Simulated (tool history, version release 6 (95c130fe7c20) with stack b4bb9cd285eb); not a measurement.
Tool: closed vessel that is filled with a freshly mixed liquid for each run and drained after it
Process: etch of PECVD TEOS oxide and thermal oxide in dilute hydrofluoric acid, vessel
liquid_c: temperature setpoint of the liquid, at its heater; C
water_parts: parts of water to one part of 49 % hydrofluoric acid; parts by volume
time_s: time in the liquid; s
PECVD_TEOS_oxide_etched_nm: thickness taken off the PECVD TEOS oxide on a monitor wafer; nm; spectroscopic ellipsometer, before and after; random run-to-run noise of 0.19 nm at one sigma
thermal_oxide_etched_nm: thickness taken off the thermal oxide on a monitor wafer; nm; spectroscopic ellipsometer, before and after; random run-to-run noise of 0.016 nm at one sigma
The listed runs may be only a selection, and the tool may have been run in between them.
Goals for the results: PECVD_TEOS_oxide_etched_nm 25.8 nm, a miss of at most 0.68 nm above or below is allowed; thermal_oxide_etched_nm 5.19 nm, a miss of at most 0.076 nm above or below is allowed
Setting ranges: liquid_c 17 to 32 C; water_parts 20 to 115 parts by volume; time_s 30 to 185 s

run 1 hour=0 | liquid_c=24 water_parts=65 time_s=95 | PECVD_TEOS_oxide_etched_nm=37.405 thermal_oxide_etched_nm=7.4914
run 2 hour=3.4 | liquid_c=24 water_parts=50 time_s=95 | PECVD_TEOS_oxide_etched_nm=49.751 thermal_oxide_etched_nm=9.8667
run 3 hour=10.2 | liquid_c=24 water_parts=60 time_s=95 | PECVD_TEOS_oxide_etched_nm=40.345 thermal_oxide_etched_nm=8.2085
run 4 hour=13 | liquid_c=24 water_parts=80 time_s=95 | PECVD_TEOS_oxide_etched_nm=29.431 thermal_oxide_etched_nm=5.9834
run 5 hour=17.2 | liquid_c=23 water_parts=80 time_s=95 | PECVD_TEOS_oxide_etched_nm=28.791 thermal_oxide_etched_nm=5.7505
run 6 hour=24.1 | liquid_c=25 water_parts=80 time_s=95 | PECVD_TEOS_oxide_etched_nm=30.426 thermal_oxide_etched_nm=6.2341
run 7 hour=28.5 | liquid_c=24 water_parts=80 time_s=95 | PECVD_TEOS_oxide_etched_nm=29.809 thermal_oxide_etched_nm=5.9717
run 8 hour=35.6 | liquid_c=23.5 water_parts=80 time_s=95 | PECVD_TEOS_oxide_etched_nm=28.965 thermal_oxide_etched_nm=5.8387
run 9 hour=36.7 | liquid_c=23 water_parts=80 time_s=95 | PECVD_TEOS_oxide_etched_nm=29.019 thermal_oxide_etched_nm=5.713
run 10 hour=37.6 | liquid_c=23.5 water_parts=85 time_s=95 | PECVD_TEOS_oxide_etched_nm=27.491 thermal_oxide_etched_nm=5.4591

Next run, 4 choices. One meets every target within its allowed miss, the rest don't. Which?
run A hour=38.5 | liquid_c=26 water_parts=90 time_s=95 | PECVD_TEOS_oxide_etched_nm=? thermal_oxide_etched_nm=?
run B hour=38.5 | liquid_c=22 water_parts=75 time_s=90 | PECVD_TEOS_oxide_etched_nm=? thermal_oxide_etched_nm=?
run C hour=38.5 | liquid_c=22.5 water_parts=90 time_s=100 | PECVD_TEOS_oxide_etched_nm=? thermal_oxide_etched_nm=?
run D hour=38.5 | liquid_c=24 water_parts=85 time_s=85 | PECVD_TEOS_oxide_etched_nm=? thermal_oxide_etched_nm=?

move=A PECVD_TEOS_oxide_etched_nm=28.066 thermal_oxide_etched_nm=5.7118
move=B PECVD_TEOS_oxide_etched_nm=27.63 thermal_oxide_etched_nm=5.6231
move=C PECVD_TEOS_oxide_etched_nm=25.679 thermal_oxide_etched_nm=5.2259
move=D PECVD_TEOS_oxide_etched_nm=24.698 thermal_oxide_etched_nm=5.0265
A: lands further from the targets than the last run did
B: lands further from the targets than the last run did
C: all results in spec
D: takes the result that was furthest off past its target
Correct choice: C, which meets every target
